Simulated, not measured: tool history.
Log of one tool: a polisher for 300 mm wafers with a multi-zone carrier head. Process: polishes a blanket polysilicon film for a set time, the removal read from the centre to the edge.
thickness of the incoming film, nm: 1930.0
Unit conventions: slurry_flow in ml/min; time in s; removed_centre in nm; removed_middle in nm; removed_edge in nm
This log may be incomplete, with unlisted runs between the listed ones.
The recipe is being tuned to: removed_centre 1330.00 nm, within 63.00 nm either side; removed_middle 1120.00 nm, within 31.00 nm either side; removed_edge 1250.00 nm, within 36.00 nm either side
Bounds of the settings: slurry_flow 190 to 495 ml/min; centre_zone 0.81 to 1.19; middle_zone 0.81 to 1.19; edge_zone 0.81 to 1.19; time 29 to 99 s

run  hour  slurry_flow  centre_zone  middle_zone  edge_zone  time  removed_centre  removed_middle  removed_edge
  1   0.0          320         1.00         1.00       1.00    64          790.64          802.76        818.74
  2   1.2          320         1.09         1.00       1.00    64          834.52          811.38        810.71
  3   5.9          335         1.12         0.97       1.03    72          953.61          881.90        949.77
  4   7.1          335         1.12         0.97       1.11    72          969.80          886.06        965.08
  5  14.3          335         1.12         0.97       1.04    72          978.44          889.49        959.48
  6  15.3          335         1.12         0.97       1.09    72         1008.90          886.18        977.57
  7  21.5          345         1.13         0.98       1.12    76         1067.60          937.12       1027.70
  8  25.0          350         1.14         0.98       1.12    80         1087.20         1015.80       1085.90
     33.4  -- slurry nozzle cleaned
  9  33.4          335         1.16         0.97       1.14    83         1190.50         1055.90       1152.20
 10  36.8          325         1.17         0.96       1.14    85         1236.40         1057.10       1186.60
 11  37.4          315         1.18         0.96       1.14    86         1202.60         1057.60       1182.10

4 candidate next runs follow, results not yet known. Just one meets every target within its allowed miss. Identify it.
  A  38.0          220         0.93         0.98       1.19    97               ?               ?             ?
  B  38.0          205         0.95         0.81       1.01    98               ?               ?             ?
  C  38.0          380         1.19         0.85       1.17    88               ?               ?             ?
  D  38.0          320         1.19         0.95       1.11    91               ?               ?             ?

move  removed_centre  removed_middle  removed_edge
   A         1118.80         1176.70       1310.00
   B         1132.60         1003.50       1223.80
   C         1319.60         1009.60       1239.90
   D         1342.20         1127.10       1235.60
A: moves away from the targets compared with the last run
B: moves away from the targets compared with the last run
C: brings the result that was furthest off to its target, and leaves another outside
D: all results land within tolerance of their targets
The move that meets every target is D.
